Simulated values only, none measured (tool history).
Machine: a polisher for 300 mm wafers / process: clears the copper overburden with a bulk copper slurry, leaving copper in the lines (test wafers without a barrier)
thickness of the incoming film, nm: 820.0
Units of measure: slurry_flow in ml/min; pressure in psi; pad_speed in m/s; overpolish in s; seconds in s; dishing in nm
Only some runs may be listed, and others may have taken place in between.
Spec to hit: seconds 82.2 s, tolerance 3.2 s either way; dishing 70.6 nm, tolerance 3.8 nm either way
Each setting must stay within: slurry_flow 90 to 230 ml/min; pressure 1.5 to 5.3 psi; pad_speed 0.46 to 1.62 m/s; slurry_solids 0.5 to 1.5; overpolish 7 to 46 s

run	hour	slurry_flow	pressure	pad_speed	slurry_solids	overpolish	seconds	dishing
1	0	150	3.4	1.04	1	24	63.987	123.97
2	4	150	3.1	1.1	1	21	69.41	111.56
3	6.3	150	3.7	1.1	1	21	58.483	122.48
4	11.1	150	3	1.1	1	21	71.66	109.99
5	18.7	150	3	1.1	1	17	71.817	98.977
6	25.9	175	3	1.1	1	17	69.321	100.02
7	34.8	185	2	1.36	1.05	7	82.025	47.393
8	36.6	180	2.1	1.32	1.05	8	79.856	54.002
9	40.4	180	2.1	1.3	1.05	9	79.445	59.05
10	45.1	180	2.1	1.28	1.05	10	82.617	61.026
11	52.5	180	2.1	1.26	1.05	10	81.071	63.926
12	53.7	180	2.1	1.24	1.05	10	83.99	61.196
13	58.5	180	2.1	1.22	1.05	10	84.644	61.292
14	63.8	180	2.1	1.2	1.05	10	86.142	60.09
15	71.9	180	2.1	1.18	1.05	10	87.648	60.002
16	77.7	185	2.4	1.16	1.05	19	77.496	97.493
17	82.6	175	2.4	1.18	1.05	18	78.102	92.551
18	85.7	135	2.4	1.22	1.05	7	79.969	50.231
19	87.3	175	2.1	1.18	1.05	12	87.579	67.321
20	91.6	175	2.1	1.18	1.05	12	87.297	67.679

Which one of the following 5 next-run settings gets every result inside its allowed miss? There is exactly one.
A	95.9	130	2	1.18	1.25	17	?	?
B	95.9	195	2.2	1.06	1.1	16	?	?
C	95.9	175	1.7	1.26	1.45	18	?	?
D	95.9	165	2.5	1.18	1.1	12	?	?
E	95.9	200	2	1.32	1.05	12	?	?

move	seconds	dishing
A	92.307	81.719
B	88.328	82.088
C	91.259	82.648
D	75.606	76.999
E	82.825	70.659
A: misses by more than the last run did
B: misses by more than the last run did
C: misses by more than the last run did
D: takes the biggest miss from the last run beyond its target
E: in spec on every target
The right move is E.

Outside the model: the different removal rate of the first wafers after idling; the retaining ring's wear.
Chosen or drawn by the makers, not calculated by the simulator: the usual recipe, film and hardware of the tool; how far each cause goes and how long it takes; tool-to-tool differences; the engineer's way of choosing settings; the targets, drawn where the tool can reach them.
